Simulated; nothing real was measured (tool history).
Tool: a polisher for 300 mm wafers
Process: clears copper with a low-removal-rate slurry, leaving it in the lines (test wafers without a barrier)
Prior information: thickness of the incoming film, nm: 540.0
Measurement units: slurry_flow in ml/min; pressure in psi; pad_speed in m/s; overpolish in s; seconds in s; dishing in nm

run	hour	slurry_flow	pressure	pad_speed	slurry_solids	overpolish	seconds	dishing
1	0	210	2.8	1.32	1	10	164.02	18.188
2	1.5	210	2.8	1.32	1	12	159.81	20.105
3	7.5	210	3.5	1.32	1	12	130.84	23.936
4	13.7	210	3.3	1.28	1	11	140.71	21.09
5	14.9	210	3.1	1.24	1	11	154.67	20.08
6	19.5	210	2.9	1.2	1	10	173.57	18.666

Run 7 is up next; what results do you expect?
7	25	205	2.7	1.2	1	9	?	?

Logged for run 7: seconds 186.18 s, dishing 15.579 nm.
